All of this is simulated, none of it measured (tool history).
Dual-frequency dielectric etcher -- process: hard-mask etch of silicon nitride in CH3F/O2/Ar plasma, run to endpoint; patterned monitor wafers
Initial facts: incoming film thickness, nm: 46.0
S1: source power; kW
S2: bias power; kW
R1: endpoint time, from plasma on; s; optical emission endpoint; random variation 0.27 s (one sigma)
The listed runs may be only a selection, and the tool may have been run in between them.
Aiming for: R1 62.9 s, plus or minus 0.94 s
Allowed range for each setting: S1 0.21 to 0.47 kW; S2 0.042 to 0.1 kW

Run 1, day 0: S1 0.34 kW, S2 0.071 kW. Result: R1 75.47 s.
Run 2, day 0.233: S1 0.34 kW, S2 0.064 kW. Result: R1 78.08 s.
Run 3, day 0.421: S1 0.34 kW, S2 0.058 kW. Result: R1 80.477 s.
Run 4, day 0.496: S1 0.34 kW, S2 0.071 kW. Result: R1 74.671 s.
Run 5, day 0.617: S1 0.36 kW, S2 0.072 kW. Result: R1 73.098 s.
Run 6, day 0.892: S1 0.36 kW, S2 0.081 kW. Result: R1 70.666 s.
Run 7, day 1.075: S1 0.38 kW, S2 0.082 kW. Result: R1 68.663 s.
Run 8, day 1.346: S1 0.39 kW, S2 0.082 kW. Result: R1 68.045 s.
Run 9, day 1.692: S1 0.4 kW, S2 0.082 kW. Result: R1 67.854 s.

Pick the move, out of 4, that brings all results within their allowed miss; only one does.
Run A, day 2.038: S1 0.4 kW, S2 0.072 kW. Result: R1 ?.
Run B, day 2.038: S1 0.43 kW, S2 0.095 kW. Result: R1 ?.
Run C, day 2.038: S1 0.3 kW, S2 0.076 kW. Result: R1 ?.
Run D, day 2.038: S1 0.4 kW, S2 0.068 kW. Result: R1 ?.

move      R1
   A  70.899
   B  62.824
   C  75.831
   D  72.308
A: its largest miss is bigger than the last run's
B: every result within its allowed miss
C: its largest miss is bigger than the last run's
D: its largest miss is bigger than the last run's
So the answer is move B, the one that meets all the targets.
